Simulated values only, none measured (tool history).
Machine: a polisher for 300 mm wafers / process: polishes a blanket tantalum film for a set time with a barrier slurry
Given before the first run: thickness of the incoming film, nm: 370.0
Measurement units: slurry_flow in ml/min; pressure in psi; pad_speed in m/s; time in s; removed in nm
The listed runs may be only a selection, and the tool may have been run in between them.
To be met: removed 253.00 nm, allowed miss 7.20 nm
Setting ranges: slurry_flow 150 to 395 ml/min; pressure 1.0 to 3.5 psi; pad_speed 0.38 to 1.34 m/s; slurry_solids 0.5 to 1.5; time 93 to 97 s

| run | hour | slurry_flow | pressure | pad_speed | slurry_solids | time | removed |
|---|---|---|---|---|---|---|---|
| 1 | 0.0 | 250 | 2.2 | 0.86 | 1.0 | 93 | 169.50 |
| 2 | 5.7 | 250 | 2.2 | 0.86 | 1.0 | 97 | 174.16 |
| 3 | 9.6 | 205 | 2.2 | 0.86 | 1.0 | 97 | 169.11 |
| 4 | 12.8 | 235 | 2.2 | 0.86 | 1.0 | 97 | 173.90 |
| 5 | 20.6 | 250 | 2.3 | 0.86 | 1.0 | 97 | 182.53 |
| 6 | 23.5 | 250 | 1.8 | 0.86 | 1.0 | 97 | 143.55 |
| 7 | 32.2 | 260 | 2.0 | 0.86 | 1.0 | 97 | 158.23 |
| 8 | 38.6 | 265 | 2.2 | 0.86 | 1.0 | 97 | 176.08 |
| 9 | 41.5 | 290 | 2.8 | 0.86 | 1.0 | 97 | 221.11 |
| 10 | 46.4 | 290 | 2.9 | 0.86 | 1.0 | 97 | 232.88 |
| 11 | 48.4 | 290 | 3.0 | 0.86 | 1.0 | 97 | 238.58 |

Exercise: of the 5 proposed moves below, exactly one satisfies all targets within the stated allowed misses. Which move is it?
| A | 50.4 | 295 | 2.7 | 0.92 | 1.0 | 97 | ? |
| B | 50.4 | 310 | 3.1 | 0.78 | 1.0 | 97 | ? |
| C | 50.4 | 360 | 3.5 | 0.82 | 0.9 | 94 | ? |
| D | 50.4 | 395 | 3.0 | 0.84 | 1.0 | 95 | ? |
| E | 50.4 | 295 | 3.1 | 0.82 | 1.0 | 97 | ? |

| move | removed |
|---|---|
| A | 230.23 |
| B | 225.58 |
| C | 252.07 |
| D | 234.40 |
| E | 235.66 |
A: further off than the last run
B: further off than the last run
C: every result lands within tolerance
D: further off than the last run
E: further off than the last run
Go with C: it meets all targets.
